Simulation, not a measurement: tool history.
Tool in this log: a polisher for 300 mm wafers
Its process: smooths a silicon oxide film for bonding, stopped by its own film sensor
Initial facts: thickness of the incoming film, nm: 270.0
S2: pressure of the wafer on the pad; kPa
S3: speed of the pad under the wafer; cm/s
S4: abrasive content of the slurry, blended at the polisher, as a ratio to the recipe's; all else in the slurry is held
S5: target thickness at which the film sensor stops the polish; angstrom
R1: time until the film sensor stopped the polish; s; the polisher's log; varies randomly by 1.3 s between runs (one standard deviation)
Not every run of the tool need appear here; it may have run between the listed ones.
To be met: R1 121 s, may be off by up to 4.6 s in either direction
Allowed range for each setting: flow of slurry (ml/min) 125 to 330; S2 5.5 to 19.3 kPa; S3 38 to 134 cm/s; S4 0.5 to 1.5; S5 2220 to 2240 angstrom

{"run": 1, "day": 0.0, "flow of slurry (ml/min)": 210, "S2": 12.4, "S3": 86, "S4": 1, "S5": 2240, "R1": 69.322}
{"run": 2, "day": 0.05, "flow of slurry (ml/min)": 210, "S2": 11, "S3": 86, "S4": 1, "S5": 2240, "R1": 78.81}
{"run": 3, "day": 0.229, "flow of slurry (ml/min)": 230, "S2": 11, "S3": 86, "S4": 1, "S5": 2240, "R1": 78.728}
{"run": 4, "day": 0.562, "flow of slurry (ml/min)": 230, "S2": 10.3, "S3": 86, "S4": 1, "S5": 2240, "R1": 83.696}
{"run": 5, "day": 0.662, "flow of slurry (ml/min)": 230, "S2": 9.7, "S3": 86, "S4": 1, "S5": 2240, "R1": 88.872}
{"run": 6, "day": 0.962, "flow of slurry (ml/min)": 230, "S2": 9, "S3": 86, "S4": 1, "S5": 2240, "R1": 95.958}
{"run": 7, "day": 1.254, "flow of slurry (ml/min)": 230, "S2": 8.3, "S3": 86, "S4": 1, "S5": 2240, "R1": 103.37}
{"run": 8, "day": 1.558, "flow of slurry (ml/min)": 230, "S2": 7.6, "S3": 86, "S4": 1, "S5": 2240, "R1": 110.69}

Below are 5 possible settings for the next run. Only one of them brings all results inside the allowed miss of their targets. Which is it?
{"run": "A", "day": 1.862, "flow of slurry (ml/min)": 240, "S2": 6.9, "S3": 84, "S4": 1.15, "S5": 2220, "R1": "?"}
{"run": "B", "day": 1.862, "flow of slurry (ml/min)": 265, "S2": 8.3, "S3": 90, "S4": 0.9, "S5": 2220, "R1": "?"}
{"run": "C", "day": 1.862, "flow of slurry (ml/min)": 170, "S2": 6.9, "S3": 80, "S4": 1, "S5": 2220, "R1": "?"}
{"run": "D", "day": 1.862, "flow of slurry (ml/min)": 195, "S2": 8.3, "S3": 86, "S4": 1.05, "S5": 2230, "R1": "?"}
{"run": "E", "day": 1.862, "flow of slurry (ml/min)": 230, "S2": 8.3, "S3": 84, "S4": 1.05, "S5": 2230, "R1": "?"}

move=A R1=120.82
move=B R1=108.02
move=C R1=136.84
move=D R1=104.09
move=E R1=103.88
A: every result lands within tolerance
B: further off than the last run
C: carries the result that was furthest off beyond its target, to the other side
D: further off than the last run
E: further off than the last run
A is the move that brings every result within its allowed miss.
